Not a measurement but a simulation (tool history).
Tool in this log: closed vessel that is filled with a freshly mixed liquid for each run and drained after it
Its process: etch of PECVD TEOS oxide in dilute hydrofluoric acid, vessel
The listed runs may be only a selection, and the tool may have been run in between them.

run,hour,temperature setpoint of the liquid (°C),parts of water to one part of 49 % hydrofluoric acid (parts by volume),time in the liquid (s),thickness taken off the PECVD TEOS oxide on a monitor wafer (angstrom)
1,0.0,24.0,70,830,1036.00
2,7.0,24.0,70,885,1107.40
3,7.6,22.0,75,885,946.36
4,12.9,20.5,75,885,887.04
5,21.0,19.5,75,885,852.51
6,27.3,19.0,75,885,833.60

Run 7 comes next. What will it give?
7,27.8,18.5,75,885,?

{"run 7": {"thickness taken off the PECVD TEOS oxide on a monitor wafer (angstrom)": 818.76}}
